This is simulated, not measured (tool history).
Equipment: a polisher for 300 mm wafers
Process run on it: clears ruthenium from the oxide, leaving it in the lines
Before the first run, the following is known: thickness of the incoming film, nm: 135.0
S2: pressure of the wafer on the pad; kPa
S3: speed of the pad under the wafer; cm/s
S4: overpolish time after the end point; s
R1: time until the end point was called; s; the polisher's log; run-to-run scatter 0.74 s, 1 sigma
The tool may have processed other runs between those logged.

run 1 hour=0 | flow_of_slurry_(ml/min)=230 S2=15.2 S3=126 S4=5 | R1=100.59
run 2 hour=4.1 | flow_of_slurry_(ml/min)=185 S2=15.2 S3=126 S4=5 | R1=103.63
run 3 hour=9.9 | flow_of_slurry_(ml/min)=185 S2=11.7 S3=126 S4=5 | R1=125.36
run 4 hour=16 | flow_of_slurry_(ml/min)=185 S2=11.7 S3=126 S4=5 | R1=126.93
run 5 hour=25 | flow_of_slurry_(ml/min)=190 S2=14.5 S3=126 S4=5 | R1=107.38
run 6 hour=27 | flow_of_slurry_(ml/min)=190 S2=17.2 S3=126 S4=5 | R1=94.826

Expected results for the next run?
run 7 hour=32 | flow_of_slurry_(ml/min)=210 S2=17.9 S3=126 S4=5 | R1=?

Run 7 gave R1 90.455 s.
